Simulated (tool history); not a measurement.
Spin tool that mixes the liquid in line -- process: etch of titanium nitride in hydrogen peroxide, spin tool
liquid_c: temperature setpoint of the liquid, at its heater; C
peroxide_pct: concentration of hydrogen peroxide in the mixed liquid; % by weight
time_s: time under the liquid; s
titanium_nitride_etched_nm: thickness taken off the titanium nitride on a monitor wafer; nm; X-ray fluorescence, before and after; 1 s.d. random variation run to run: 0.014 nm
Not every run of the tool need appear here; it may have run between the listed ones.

{"run": 1, "hour": 0.0, "liquid_c": 49.0, "peroxide_pct": 18.5, "time_s": 100, "titanium_nitride_etched_nm": 2.1818}
{"run": 2, "hour": 7.2, "liquid_c": 49.0, "peroxide_pct": 16.5, "time_s": 100, "titanium_nitride_etched_nm": 2.1064}
{"run": 3, "hour": 8.3, "liquid_c": 49.0, "peroxide_pct": 16.5, "time_s": 100, "titanium_nitride_etched_nm": 2.1404}
{"run": 4, "hour": 15.1, "liquid_c": 49.0, "peroxide_pct": 13.0, "time_s": 100, "titanium_nitride_etched_nm": 1.9965}
{"run": 5, "hour": 22.9, "liquid_c": 48.5, "peroxide_pct": 13.0, "time_s": 100, "titanium_nitride_etched_nm": 1.8974}
{"run": 6, "hour": 25.6, "liquid_c": 48.0, "peroxide_pct": 13.0, "time_s": 100, "titanium_nitride_etched_nm": 1.8233}
{"run": 7, "hour": 29.6, "liquid_c": 47.5, "peroxide_pct": 13.0, "time_s": 100, "titanium_nitride_etched_nm": 1.7758}

The next listed run, before its measurement:
{"run": 8, "hour": 33.0, "liquid_c": 47.0, "peroxide_pct": 13.0, "time_s": 100, "titanium_nitride_etched_nm": "?"}

Run 8 yielded titanium_nitride_etched_nm 1.7269 nm.
